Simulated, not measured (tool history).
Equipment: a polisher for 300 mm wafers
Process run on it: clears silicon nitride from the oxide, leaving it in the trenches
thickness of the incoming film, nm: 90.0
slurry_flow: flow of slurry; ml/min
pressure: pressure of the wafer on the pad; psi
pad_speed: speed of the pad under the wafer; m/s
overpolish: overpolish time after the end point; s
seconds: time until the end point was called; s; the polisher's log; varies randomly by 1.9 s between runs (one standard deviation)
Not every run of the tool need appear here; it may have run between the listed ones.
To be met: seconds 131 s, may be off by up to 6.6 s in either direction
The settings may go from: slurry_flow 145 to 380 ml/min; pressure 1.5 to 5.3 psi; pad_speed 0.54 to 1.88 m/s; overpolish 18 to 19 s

run 1 day=0 | slurry_flow=245 pressure=3.4 pad_speed=1.2 overpolish=18 | seconds=70.835
run 2 day=0.112 | slurry_flow=215 pressure=3.4 pad_speed=1.2 overpolish=18 | seconds=71.901
run 3 day=0.179 | slurry_flow=250 pressure=3.4 pad_speed=1.2 overpolish=18 | seconds=70.813
run 4 day=0.396 | slurry_flow=250 pressure=3.4 pad_speed=1.2 overpolish=18 | seconds=71.609
run 5 day=0.454 | slurry_flow=250 pressure=3.4 pad_speed=1.1 overpolish=18 | seconds=77.095
run 6 day=0.483 | slurry_flow=250 pressure=3.1 pad_speed=1.08 overpolish=18 | seconds=84.164
run 7 day=0.625 | slurry_flow=250 pressure=2.8 pad_speed=1.06 overpolish=18 | seconds=94.668
run 8 day=0.671 | slurry_flow=250 pressure=2.6 pad_speed=1.06 overpolish=18 | seconds=100.58
run 9 day=0.696 | slurry_flow=250 pressure=2.4 pad_speed=1.06 overpolish=18 | seconds=106.61
run 10 day=0.962 | slurry_flow=250 pressure=2.3 pad_speed=1.06 overpolish=18 | seconds=111.75
run 11 day=1.054 | slurry_flow=250 pressure=2.2 pad_speed=1.06 overpolish=18 | seconds=113.02
run 12 day=1.162 | slurry_flow=250 pressure=2.1 pad_speed=1.06 overpolish=18 | seconds=114.96
run 13 day=1.221 | slurry_flow=250 pressure=2 pad_speed=1.06 overpolish=18 | seconds=123.86

Exercise: of the 5 proposed moves below, exactly one satisfies all targets within the stated allowed misses. Which move is it?
run A day=1.279 | slurry_flow=270 pressure=1.9 pad_speed=1 overpolish=19 | seconds=?
run B day=1.279 | slurry_flow=205 pressure=4.2 pad_speed=0.6 overpolish=19 | seconds=?
run C day=1.279 | slurry_flow=240 pressure=1.6 pad_speed=1.28 overpolish=18 | seconds=?
run D day=1.279 | slurry_flow=285 pressure=1.6 pad_speed=1.3 overpolish=19 | seconds=?
run E day=1.279 | slurry_flow=315 pressure=2.1 pad_speed=1.16 overpolish=18 | seconds=?

move=A seconds=132
move=B seconds=116.61
move=C seconds=119.49
move=D seconds=115.48
move=E seconds=104.4
A: meets every target
B: misses by more than the last run did
C: misses by more than the last run did
D: misses by more than the last run did
E: misses by more than the last run did
A is the move that brings every result within its allowed miss.

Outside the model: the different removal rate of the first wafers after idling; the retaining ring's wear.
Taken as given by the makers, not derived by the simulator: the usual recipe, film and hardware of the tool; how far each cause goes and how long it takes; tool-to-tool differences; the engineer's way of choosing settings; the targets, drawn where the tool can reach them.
